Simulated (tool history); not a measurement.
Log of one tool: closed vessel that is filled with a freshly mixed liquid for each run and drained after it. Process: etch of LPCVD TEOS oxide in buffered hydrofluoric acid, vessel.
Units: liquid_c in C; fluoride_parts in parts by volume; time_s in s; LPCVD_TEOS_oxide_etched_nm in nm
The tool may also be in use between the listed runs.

run,hour,liquid_c,fluoride_parts,time_s,LPCVD_TEOS_oxide_etched_nm
1,0,22,14.5,100,193.21
2,2.1,19,14.5,100,161.95
3,3.3,20,14.5,100,173.06
4,9.7,21,14.5,100,182.51
5,11.5,18,14.5,100,154.49
6,14.5,18,14.5,100,153.36
7,15.6,19,14.5,100,161
8,20,20,14.5,100,170.16

Forecast run 9:
9,28.3,21,14.5,100,?

LPCVD_TEOS_oxide_etched_nm: 180.54 nm
